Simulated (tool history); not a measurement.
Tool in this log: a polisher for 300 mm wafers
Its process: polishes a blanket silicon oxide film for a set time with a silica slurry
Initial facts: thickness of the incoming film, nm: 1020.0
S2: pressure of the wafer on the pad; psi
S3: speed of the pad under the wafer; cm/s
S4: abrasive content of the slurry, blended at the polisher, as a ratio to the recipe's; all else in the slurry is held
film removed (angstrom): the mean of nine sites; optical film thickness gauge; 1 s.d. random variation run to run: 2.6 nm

run 1 day=0.000 | flow_of_slurry_(ml/min)=220 S2=4.3 S3=150 S4=1.0 polishing_time_(s)=47 | film_removed_(angstrom)=1893.8
run 2 day=0.188 | flow_of_slurry_(ml/min)=220 S2=4.8 S3=150 S4=1.0 polishing_time_(s)=47 | film_removed_(angstrom)=2085.1
run 3 day=0.312 | flow_of_slurry_(ml/min)=220 S2=5.2 S3=150 S4=1.0 polishing_time_(s)=47 | film_removed_(angstrom)=2244.9
run 4 day=0.525 | flow_of_slurry_(ml/min)=220 S2=5.5 S3=150 S4=1.0 polishing_time_(s)=47 | film_removed_(angstrom)=2351.0
run 5 day=0.650 | flow_of_slurry_(ml/min)=220 S2=5.9 S3=150 S4=1.0 polishing_time_(s)=47 | film_removed_(angstrom)=2515.7
run 6 day=0.829 | flow_of_slurry_(ml/min)=220 S2=6.0 S3=150 S4=1.0 polishing_time_(s)=47 | film_removed_(angstrom)=2594.0
run 7 day=1.046 | flow_of_slurry_(ml/min)=220 S2=6.1 S3=150 S4=1.0 polishing_time_(s)=47 | film_removed_(angstrom)=2623.8

The next listed run, before its measurement:
run 8 day=1.075 | flow_of_slurry_(ml/min)=220 S2=6.2 S3=150 S4=1.0 polishing_time_(s)=47 | film_removed_(angstrom)=?

Run 8 yielded film removed (angstrom) 2655.6.
